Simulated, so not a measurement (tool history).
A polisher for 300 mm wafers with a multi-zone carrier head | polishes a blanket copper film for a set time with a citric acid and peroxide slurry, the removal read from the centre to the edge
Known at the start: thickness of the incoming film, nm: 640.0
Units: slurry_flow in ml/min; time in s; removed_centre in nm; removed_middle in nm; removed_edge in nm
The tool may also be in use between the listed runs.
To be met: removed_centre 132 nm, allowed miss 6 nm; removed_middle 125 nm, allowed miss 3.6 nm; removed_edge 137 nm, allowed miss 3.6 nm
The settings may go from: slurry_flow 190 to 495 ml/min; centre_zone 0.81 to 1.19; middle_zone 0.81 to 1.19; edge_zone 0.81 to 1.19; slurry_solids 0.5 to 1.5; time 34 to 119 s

{"run": 1, "hour": 0.0, "slurry_flow": 320, "centre_zone": 1, "middle_zone": 1, "edge_zone": 1, "slurry_solids": 1, "time": 76, "removed_centre": 165.65, "removed_middle": 164.53, "removed_edge": 157.34}
{"run": 2, "hour": 8.4, "slurry_flow": 320, "centre_zone": 1, "middle_zone": 1, "edge_zone": 1, "slurry_solids": 0.9, "time": 76, "removed_centre": 157.74, "removed_middle": 157.58, "removed_edge": 153.58}
{"run": 3, "hour": 12.7, "slurry_flow": 315, "centre_zone": 0.98, "middle_zone": 0.96, "edge_zone": 0.98, "slurry_solids": 0.85, "time": 76, "removed_centre": 153.01, "removed_middle": 150.54, "removed_edge": 150.32}
{"run": 4, "hour": 20.1, "slurry_flow": 315, "centre_zone": 0.98, "middle_zone": 1.04, "edge_zone": 0.98, "slurry_solids": 0.85, "time": 76, "removed_centre": 149.92, "removed_middle": 163.35, "removed_edge": 150.89}
{"run": 5, "hour": 24.9, "slurry_flow": 315, "centre_zone": 0.98, "middle_zone": 1.04, "edge_zone": 0.98, "slurry_solids": 0.85, "time": 69, "removed_centre": 135.79, "removed_middle": 145.48, "removed_edge": 136.98}
{"run": 6, "hour": 33.8, "slurry_flow": 315, "centre_zone": 0.98, "middle_zone": 1.04, "edge_zone": 0.91, "slurry_solids": 0.85, "time": 69, "removed_centre": 137.55, "removed_middle": 146.32, "removed_edge": 130.47}
{"run": 7, "hour": 37.0, "slurry_flow": 310, "centre_zone": 0.97, "middle_zone": 1.01, "edge_zone": 0.93, "slurry_solids": 0.85, "time": 69, "removed_centre": 139.63, "removed_middle": 142.38, "removed_edge": 132.53}
{"hour": 44.4, "done": "worn pad replaced by a new one"}
{"run": 8, "hour": 44.4, "slurry_flow": 310, "centre_zone": 0.97, "middle_zone": 1.01, "edge_zone": 0.93, "slurry_solids": 0.85, "time": 69, "removed_centre": 141.08, "removed_middle": 151.65, "removed_edge": 142.03}
{"run": 9, "hour": 52.8, "slurry_flow": 310, "centre_zone": 0.98, "middle_zone": 1, "edge_zone": 0.97, "slurry_solids": 0.8, "time": 69, "removed_centre": 140.78, "removed_middle": 149.8, "removed_edge": 140.67}
{"run": 10, "hour": 54.5, "slurry_flow": 315, "centre_zone": 0.95, "middle_zone": 0.96, "edge_zone": 0.96, "slurry_solids": 0.85, "time": 68, "removed_centre": 136.86, "removed_middle": 142.33, "removed_edge": 140.3}

4 next moves are on the table. One of them brings every result within its allowed miss. Which?
{"run": "A", "hour": 56.2, "slurry_flow": 340, "centre_zone": 0.89, "middle_zone": 0.92, "edge_zone": 0.96, "slurry_solids": 0.75, "time": 63, "removed_centre": "?", "removed_middle": "?", "removed_edge": "?"}
{"run": "B", "hour": 56.2, "slurry_flow": 325, "centre_zone": 1.04, "middle_zone": 0.82, "edge_zone": 0.97, "slurry_solids": 0.8, "time": 66, "removed_centre": "?", "removed_middle": "?", "removed_edge": "?"}
{"run": "C", "hour": 56.2, "slurry_flow": 320, "centre_zone": 0.88, "middle_zone": 0.81, "edge_zone": 0.98, "slurry_solids": 0.95, "time": 67, "removed_centre": "?", "removed_middle": "?", "removed_edge": "?"}
{"run": "D", "hour": 56.2, "slurry_flow": 315, "centre_zone": 0.95, "middle_zone": 0.86, "edge_zone": 0.99, "slurry_solids": 0.7, "time": 68, "removed_centre": "?", "removed_middle": "?", "removed_edge": "?"}

move=A removed_centre=116.95 removed_middle=124.8 removed_edge=128.24
move=B removed_centre=144.89 removed_middle=120.24 removed_edge=136.93
move=C removed_centre=129.51 removed_middle=126.05 removed_edge=145.65
move=D removed_centre=131.35 removed_middle=124.22 removed_edge=137.34
A: brings the result that was furthest off to its target, and leaves another outside
B: takes the result that was furthest off past its target
C: brings the result that was furthest off to its target, and leaves another outside
D: meets every target
The right move is D.

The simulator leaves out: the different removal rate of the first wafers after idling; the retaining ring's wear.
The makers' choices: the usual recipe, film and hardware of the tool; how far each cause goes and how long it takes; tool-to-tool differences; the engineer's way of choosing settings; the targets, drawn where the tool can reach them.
